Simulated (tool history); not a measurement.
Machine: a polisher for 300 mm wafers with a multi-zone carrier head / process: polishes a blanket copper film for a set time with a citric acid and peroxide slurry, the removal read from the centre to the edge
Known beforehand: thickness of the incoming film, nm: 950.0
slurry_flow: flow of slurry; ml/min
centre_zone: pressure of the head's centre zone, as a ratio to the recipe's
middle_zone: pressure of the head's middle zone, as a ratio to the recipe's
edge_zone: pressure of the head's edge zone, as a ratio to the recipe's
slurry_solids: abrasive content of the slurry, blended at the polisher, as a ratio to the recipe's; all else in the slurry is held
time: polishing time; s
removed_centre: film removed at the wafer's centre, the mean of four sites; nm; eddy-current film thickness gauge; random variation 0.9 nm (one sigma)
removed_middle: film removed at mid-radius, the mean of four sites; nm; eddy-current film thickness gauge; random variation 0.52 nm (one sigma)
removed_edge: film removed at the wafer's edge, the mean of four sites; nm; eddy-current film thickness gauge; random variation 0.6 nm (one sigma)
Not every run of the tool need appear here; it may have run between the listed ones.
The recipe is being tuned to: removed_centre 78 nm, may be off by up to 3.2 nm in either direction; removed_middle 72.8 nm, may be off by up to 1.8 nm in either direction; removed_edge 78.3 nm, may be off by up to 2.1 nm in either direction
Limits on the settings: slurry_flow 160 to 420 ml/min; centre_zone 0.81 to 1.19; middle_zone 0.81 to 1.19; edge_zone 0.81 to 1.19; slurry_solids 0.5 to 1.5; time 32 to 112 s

run	hour	slurry_flow	centre_zone	middle_zone	edge_zone	slurry_solids	time	removed_centre	removed_middle	removed_edge
1	0	270	1	1	1	1	72	136.81	139.2	137.48
2	3.7	270	1	1	0.92	1	72	143.06	137.84	135.04
3	7.3	270	1	1	0.92	1	63	122.2	122.81	117.1
4	14.5	270	1	1	0.92	1	46	88.188	88.33	86.067
5	20.9	260	0.99	0.97	0.91	0.95	46	85.513	85.408	84.419
6	26.2	260	0.99	0.97	0.91	0.95	56	106.06	105.55	102.56
7	27.3	260	1	0.95	0.94	0.9	52	98.462	93.484	96.01
8	30.9	255	0.98	0.93	0.93	0.8	50	91.634	86.761	89.305
9	36.7	205	0.88	0.83	0.84	0.6	49	72.422	71.603	79.004

4 next moves are on the table. One of them brings every result within its allowed miss. Which?
A	42.5	160	0.88	0.87	0.84	0.55	51	?	?	?
B	42.5	280	0.87	0.82	0.87	0.7	45	?	?	?
C	42.5	200	0.98	0.9	0.94	0.75	45	?	?	?
D	42.5	270	0.87	0.92	1.04	0.5	45	?	?	?

move	removed_centre	removed_middle	removed_edge
A	74.182	75.102	78.903
B	72.681	70.363	77.365
C	79.432	73.852	78.459
D	68.825	73.222	79.161
A: nearer the targets than the last run, but a result is still out of spec
B: no nearer and no further than the last run
C: each result inside its tolerance
D: moves away from the targets compared with the last run
C meets every target.
